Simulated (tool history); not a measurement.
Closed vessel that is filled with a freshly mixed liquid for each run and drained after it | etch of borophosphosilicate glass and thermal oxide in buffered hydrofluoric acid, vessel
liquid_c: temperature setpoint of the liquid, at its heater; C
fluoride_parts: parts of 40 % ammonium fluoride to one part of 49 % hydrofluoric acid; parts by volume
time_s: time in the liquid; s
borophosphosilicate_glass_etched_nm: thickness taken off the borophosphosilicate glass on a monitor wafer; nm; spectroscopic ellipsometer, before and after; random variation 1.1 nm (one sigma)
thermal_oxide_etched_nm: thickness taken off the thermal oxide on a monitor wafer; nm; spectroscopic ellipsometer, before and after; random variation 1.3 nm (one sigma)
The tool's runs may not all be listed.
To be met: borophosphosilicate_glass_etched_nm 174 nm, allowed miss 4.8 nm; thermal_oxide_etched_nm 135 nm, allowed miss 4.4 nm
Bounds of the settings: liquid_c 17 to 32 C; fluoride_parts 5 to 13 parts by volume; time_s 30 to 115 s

run,hour,liquid_c,fluoride_parts,time_s,borophosphosilicate_glass_etched_nm,thermal_oxide_etched_nm
1,0,24,8,60,110.61,84.941
2,1.4,24,8,50,92.725,70.248
3,3.1,25,8,50,98.117,74.508
4,8.8,25,10,50,80.413,61.345
5,9.8,26,9.5,50,89.155,70.012
6,16.3,26,9.5,60,106.64,84.803
7,22.8,26.5,9,60,114.19,88.785
8,27.1,27.5,9,60,119.83,92.065
9,27.8,28,9,60,123.03,96.749
10,30.2,28.5,9,60,126.76,98.818
11,35.1,29,9,60,129.64,100.06
12,37.6,29.5,9,60,134.18,103.02
13,43.6,30.5,8.5,60,145.9,112.5
14,48.9,32,7.5,60,182.12,139.87

4 next moves are on the table. One of them brings every result within its allowed miss. Which?
A,54.2,31.5,7.5,60,?,?
B,54.2,32,11,90,?,?
C,54.2,32,5.5,45,?,?
D,54.2,31.5,8.5,75,?,?

move,borophosphosilicate_glass_etched_nm,thermal_oxide_etched_nm
A,176.87,136.93
B,191.27,148.53
C,183.35,141.39
D,192.85,149.47
A: meets every target
B: further off than the last run
C: further off than the last run
D: further off than the last run
Move A is the one to make.
